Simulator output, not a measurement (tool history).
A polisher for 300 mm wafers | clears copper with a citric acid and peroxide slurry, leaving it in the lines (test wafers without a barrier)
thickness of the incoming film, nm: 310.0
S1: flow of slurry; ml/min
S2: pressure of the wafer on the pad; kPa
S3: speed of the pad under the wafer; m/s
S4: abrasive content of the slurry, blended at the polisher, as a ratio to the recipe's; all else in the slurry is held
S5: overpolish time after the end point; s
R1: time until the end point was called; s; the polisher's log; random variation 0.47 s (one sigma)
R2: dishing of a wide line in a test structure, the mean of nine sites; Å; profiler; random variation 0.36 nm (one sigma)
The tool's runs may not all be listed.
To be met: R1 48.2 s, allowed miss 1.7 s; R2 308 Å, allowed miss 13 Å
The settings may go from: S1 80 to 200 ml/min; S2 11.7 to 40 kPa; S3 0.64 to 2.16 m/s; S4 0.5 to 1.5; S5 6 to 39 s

Run 1, hour 0: S1 130 ml/min, S2 25.5 kPa, S3 1.4 m/s, S4 1, S5 20 s. Result: R1 76.665 s, R2 521.27 Å.
Run 2, hour 1.7: S1 130 ml/min, S2 25.5 kPa, S3 1.4 m/s, S4 0.8, S5 20 s. Result: R1 81.918 s, R2 517.55 Å.
Run 3, hour 4.1: S1 160 ml/min, S2 25.5 kPa, S3 1.4 m/s, S4 0.8, S5 20 s. Result: R1 80.179 s, R2 523.93 Å.
Run 4, hour 5.6: S1 140 ml/min, S2 25.5 kPa, S3 1.5 m/s, S4 1, S5 16 s. Result: R1 71.956 s, R2 485.05 Å.
Run 5, hour 7.6: S1 125 ml/min, S2 26.9 kPa, S3 1.48 m/s, S4 1.15, S5 13 s. Result: R1 67.241 s, R2 434.83 Å.
Run 6, hour 9.2: S1 115 ml/min, S2 29.6 kPa, S3 1.38 m/s, S4 1.25, S5 11 s. Result: R1 63.11 s, R2 401.35 Å.
Run 7, hour 13.7: S1 105 ml/min, S2 32.4 kPa, S3 1.28 m/s, S4 1.3, S5 10 s. Result: R1 63.783 s, R2 371.04 Å.
Run 8, hour 16.6: S1 100 ml/min, S2 34.5 kPa, S3 1.26 m/s, S4 1.35, S5 9 s. Result: R1 59.435 s, R2 359.15 Å.
At hour 20.8: head pressure recalibrated.
Run 9, hour 20.8: S1 95 ml/min, S2 35.9 kPa, S3 1.24 m/s, S4 1.4, S5 8 s. Result: R1 64.216 s, R2 313.31 Å.
Run 10, hour 22.6: S1 95 ml/min, S2 35.9 kPa, S3 1.24 m/s, S4 1.4, S5 8 s. Result: R1 63.315 s, R2 309.11 Å.
Run 11, hour 31.1: S1 90 ml/min, S2 37.2 kPa, S3 1.32 m/s, S4 1.45, S5 7 s. Result: R1 58.137 s, R2 297.94 Å.

5 next moves are on the table. One of them brings every result within its allowed miss. Which?
Run A, hour 39.6: S1 120 ml/min, S2 40 kPa, S3 1.3 m/s, S4 1.3, S5 6 s. Result: R1 ?, R2 ?.
Run B, hour 39.6: S1 80 ml/min, S2 33.1 kPa, S3 1.34 m/s, S4 1.45, S5 8 s. Result: R1 ?, R2 ?.
Run C, hour 39.6: S1 120 ml/min, S2 37.9 kPa, S3 1.4 m/s, S4 1.5, S5 6 s. Result: R1 ?, R2 ?.
Run D, hour 39.6: S1 125 ml/min, S2 40 kPa, S3 1.4 m/s, S4 1.5, S5 6 s. Result: R1 ?, R2 ?.
Run E, hour 39.6: S1 85 ml/min, S2 37.9 kPa, S3 1.5 m/s, S4 1.4, S5 6 s. Result: R1 ?, R2 ?.

move      R1      R2
   A  53.664  278.11
   B  64.851  301.14
   C  51.255  288.88
   D  48.386  303.47
   E  51.804  286.27
A: nearer than the last run, and not there yet
B: further off than the last run
C: nearer than the last run, and not there yet
D: meets every target
E: nearer than the last run, and not there yet
The right move is D.
